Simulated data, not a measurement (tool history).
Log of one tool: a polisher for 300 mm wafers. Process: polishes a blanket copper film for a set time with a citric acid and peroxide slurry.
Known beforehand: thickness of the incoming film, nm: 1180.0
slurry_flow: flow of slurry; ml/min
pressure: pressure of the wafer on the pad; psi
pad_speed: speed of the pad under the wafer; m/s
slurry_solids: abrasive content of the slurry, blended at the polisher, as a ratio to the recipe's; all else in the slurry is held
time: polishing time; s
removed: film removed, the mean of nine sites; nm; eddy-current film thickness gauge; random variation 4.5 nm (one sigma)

run,hour,slurry_flow,pressure,pad_speed,slurry_solids,time,removed
1,0.0,175,2.8,1.06,1.00,77,186.27
2,4.2,175,2.8,1.06,0.95,77,178.84
3,5.1,175,3.1,1.06,0.95,77,199.17
4,11.1,175,3.1,1.06,0.95,81,206.41
5,13.9,175,3.1,1.06,0.80,81,204.77
6,15.4,175,3.6,1.06,0.80,81,232.38
7,20.9,175,3.7,1.08,0.80,81,238.99
8,29.8,175,3.8,1.10,0.80,81,250.47
9,31.6,175,3.9,1.12,0.80,81,258.89

Expected results for the next run?
10,32.3,175,4.0,1.14,0.80,81,?

{"run 10": {"removed": 269.57}}

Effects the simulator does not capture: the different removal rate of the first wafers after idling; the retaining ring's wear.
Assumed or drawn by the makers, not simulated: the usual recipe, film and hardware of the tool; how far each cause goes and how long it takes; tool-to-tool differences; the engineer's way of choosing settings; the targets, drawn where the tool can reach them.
